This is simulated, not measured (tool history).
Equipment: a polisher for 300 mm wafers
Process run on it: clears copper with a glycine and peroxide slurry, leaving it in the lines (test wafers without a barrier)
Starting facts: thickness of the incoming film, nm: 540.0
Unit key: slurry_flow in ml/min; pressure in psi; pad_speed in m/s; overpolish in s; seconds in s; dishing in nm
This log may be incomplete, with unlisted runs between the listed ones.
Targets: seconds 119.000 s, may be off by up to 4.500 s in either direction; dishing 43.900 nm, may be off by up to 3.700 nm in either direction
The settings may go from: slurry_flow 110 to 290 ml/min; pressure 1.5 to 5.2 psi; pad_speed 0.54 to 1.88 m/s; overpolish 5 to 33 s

run	hour	slurry_flow	pressure	pad_speed	overpolish	seconds	dishing
1	0.0	185	3.3	1.20	17	88.111	55.384
2	0.6	165	3.3	1.20	17	90.297	52.488
3	7.1	165	3.7	1.20	17	84.223	53.086
4	9.4	165	3.7	1.02	17	97.786	49.698
5	12.7	160	3.6	1.02	17	99.822	49.723
6	18.7	160	3.6	1.02	13	100.540	39.003
7	21.7	155	3.5	1.02	14	103.460	42.552
8	22.2	150	3.4	1.02	14	103.580	41.335
9	26.4	150	3.3	1.02	14	107.310	40.362

Consider the 5 candidate settings below. Which is the only one whose results all fall within their allowed miss of target?
A	30.6	210	4.1	0.70	18	?	?
B	30.6	135	3.2	1.08	16	?	?
C	30.6	200	3.7	0.82	13	?	?
D	30.6	145	3.0	1.00	14	?	?
E	30.6	150	4.5	0.96	9	?	?

move	seconds	dishing
A	120.310	46.831
B	109.860	44.937
C	113.940	37.306
D	119.450	37.734
E	93.618	32.368
A: all results land within tolerance of their targets
B: an improvement on the last run, though not all results are within tolerance
C: an improvement on the last run, though not all results are within tolerance
D: gets the furthest-off result to its target, but another result is out of tolerance
E: lands further from the targets than the last run did
Correct choice: A, which meets every target
